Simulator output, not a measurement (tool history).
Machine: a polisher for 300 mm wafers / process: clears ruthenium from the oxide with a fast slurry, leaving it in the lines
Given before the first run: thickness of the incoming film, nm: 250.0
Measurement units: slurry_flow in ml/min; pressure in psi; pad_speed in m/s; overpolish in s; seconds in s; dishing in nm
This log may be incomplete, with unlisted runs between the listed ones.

run,day,slurry_flow,pressure,pad_speed,slurry_solids,overpolish,seconds,dishing
1,0,275,3,0.8,1,22,66.872,66.839
2,0.362,275,3,0.8,1.15,22,61.728,67.851
3,0.567,310,3,0.8,1.15,22,61.58,70.031
4,0.738,310,3.1,0.8,1.15,20,58.81,67.163
5,0.871,370,3.1,0.8,1.15,20,60.404,68.836
6,0.979,370,3.1,0.8,1.15,18,56.741,59.846
7,1.212,370,3.1,0.8,1.15,17,57.106,56.612

Predict the results of run 8:
8,1.296,370,3.1,0.8,1.15,16,?,?

seconds: 57.06 s
dishing: 54.747 nm
